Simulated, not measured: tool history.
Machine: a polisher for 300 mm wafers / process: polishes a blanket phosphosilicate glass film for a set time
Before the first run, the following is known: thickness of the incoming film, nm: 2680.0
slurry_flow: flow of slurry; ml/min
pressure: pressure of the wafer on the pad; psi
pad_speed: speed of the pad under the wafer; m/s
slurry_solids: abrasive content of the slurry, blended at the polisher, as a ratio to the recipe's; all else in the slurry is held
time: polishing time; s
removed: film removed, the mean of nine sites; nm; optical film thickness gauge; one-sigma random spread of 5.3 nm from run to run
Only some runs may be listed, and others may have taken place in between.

run	hour	slurry_flow	pressure	pad_speed	slurry_solids	time	removed
1	0.0	310	3.6	0.92	1.0	30	330.89
2	8.4	390	3.6	0.92	1.0	30	329.86
3	10.6	390	3.0	0.92	1.0	30	281.03
4	15.4	390	3.0	0.82	1.0	30	254.27
5	17.5	390	3.2	0.82	1.0	30	269.13
6	18.2	390	3.2	0.82	1.0	30	270.64
7	25.0	390	3.4	0.82	1.0	30	282.23

What will run 8 give?
8	30.1	390	3.5	0.82	1.0	30	?

removed: 295.02 nm
